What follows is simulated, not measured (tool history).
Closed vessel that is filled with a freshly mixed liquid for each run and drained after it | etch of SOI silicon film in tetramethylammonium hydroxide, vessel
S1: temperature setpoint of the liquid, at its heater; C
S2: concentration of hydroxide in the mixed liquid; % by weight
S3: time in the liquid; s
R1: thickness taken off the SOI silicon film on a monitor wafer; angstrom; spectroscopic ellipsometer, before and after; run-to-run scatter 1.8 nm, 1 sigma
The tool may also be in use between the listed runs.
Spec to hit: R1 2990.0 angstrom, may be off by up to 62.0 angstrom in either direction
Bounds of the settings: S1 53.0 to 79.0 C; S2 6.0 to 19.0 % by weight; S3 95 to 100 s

run,hour,S1,S2,S3,R1
1,0.0,66.0,12.5,95,4611.7
2,1.3,68.0,12.5,95,5192.3
3,3.9,67.0,12.5,95,4909.3
4,11.5,62.0,12.5,95,3637.7
5,12.4,62.0,11.0,95,3870.6
6,19.8,62.0,11.0,95,3837.5
7,22.0,57.0,11.0,95,2787.2
8,25.6,57.5,11.0,95,2875.2

Pick the move, out of 4, that brings all results within their allowed miss; only one does.
A,29.2,58.0,14.0,100,?
B,29.2,57.0,10.5,100,?
C,29.2,56.5,11.0,100,?
D,29.2,55.5,8.0,95,?

move,R1
A,2809.6
B,2971.2
C,2831.3
D,2824.4
A: further off than the last run
B: in spec on every target
C: further off than the last run
D: further off than the last run
Move B is the one to make.
